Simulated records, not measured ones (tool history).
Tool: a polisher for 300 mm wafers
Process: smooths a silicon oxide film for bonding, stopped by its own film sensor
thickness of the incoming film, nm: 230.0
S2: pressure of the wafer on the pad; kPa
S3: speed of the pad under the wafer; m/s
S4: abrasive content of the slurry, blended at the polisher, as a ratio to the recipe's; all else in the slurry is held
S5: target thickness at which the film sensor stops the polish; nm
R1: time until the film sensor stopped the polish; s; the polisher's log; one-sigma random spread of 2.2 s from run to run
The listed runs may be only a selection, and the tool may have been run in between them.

run 1 day=0 | flow_of_slurry_(ml/min)=180 S2=13.1 S3=0.76 S4=1 S5=183 | R1=76.077
run 2 day=0.129 | flow_of_slurry_(ml/min)=180 S2=13.1 S3=0.76 S4=1 S5=183 | R1=78.162
run 3 day=0.308 | flow_of_slurry_(ml/min)=180 S2=13.1 S3=0.76 S4=0.85 S5=183 | R1=81.011
run 4 day=0.475 | flow_of_slurry_(ml/min)=180 S2=13.1 S3=0.76 S4=0.85 S5=181 | R1=87.912
run 5 day=0.592 | flow_of_slurry_(ml/min)=205 S2=13.1 S3=0.76 S4=0.85 S5=181 | R1=85.212
run 6 day=0.783 | flow_of_slurry_(ml/min)=205 S2=12.4 S3=0.76 S4=0.85 S5=181 | R1=91.542

Run 7, settings as shown, results not yet in. Your forecast:
run 7 day=1.121 | flow_of_slurry_(ml/min)=205 S2=11.7 S3=0.76 S4=0.85 S5=181 | R1=?

For run 7 the tool returned R1 90.444 s.
